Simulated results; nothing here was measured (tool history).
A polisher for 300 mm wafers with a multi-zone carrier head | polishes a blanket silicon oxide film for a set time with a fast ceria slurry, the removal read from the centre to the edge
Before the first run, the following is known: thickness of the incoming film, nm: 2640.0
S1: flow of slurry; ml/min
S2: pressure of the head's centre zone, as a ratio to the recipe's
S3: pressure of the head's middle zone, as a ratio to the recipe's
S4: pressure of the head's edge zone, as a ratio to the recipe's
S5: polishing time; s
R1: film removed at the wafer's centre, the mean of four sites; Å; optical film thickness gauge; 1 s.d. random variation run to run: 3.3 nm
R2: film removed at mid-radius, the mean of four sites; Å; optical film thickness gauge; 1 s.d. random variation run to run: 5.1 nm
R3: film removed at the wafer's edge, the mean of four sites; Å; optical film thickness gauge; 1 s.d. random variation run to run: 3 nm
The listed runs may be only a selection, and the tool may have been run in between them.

run 1 hour=0 | S1=275 S2=1 S3=1 S4=1 S5=38 | R1=5031.9 R2=5216.5 R3=5368.1
run 2 hour=3.7 | S1=265 S2=0.99 S3=0.97 S4=0.96 S5=37 | R1=4862.1 R2=5023.5 R3=5090.6
run 3 hour=6.8 | S1=265 S2=0.99 S3=0.97 S4=0.96 S5=46 | R1=5988.9 R2=6117.9 R3=6317.8
run 4 hour=10.9 | S1=260 S2=0.98 S3=0.94 S4=0.94 S5=43 | R1=5530.3 R2=5632.6 R3=5866.7
run 5 hour=13 | S1=260 S2=0.94 S3=0.94 S4=0.94 S5=43 | R1=5432.7 R2=5651.6 R3=5817.3
run 6 hour=17.3 | S1=260 S2=0.97 S3=0.94 S4=0.94 S5=43 | R1=5491.6 R2=5639.3 R3=5895.6
run 7 hour=25.6 | S1=260 S2=0.98 S3=0.92 S4=0.92 S5=41 | R1=5289.7 R2=5279.3 R3=5489.2

The next listed run, before its measurement:
run 8 hour=29.7 | S1=255 S2=0.97 S3=0.9 S4=0.9 S5=40 | R1=? R2=? R3=?

R1: 5116.6 Å
R2: 4981 Å
R3: 5289.1 Å
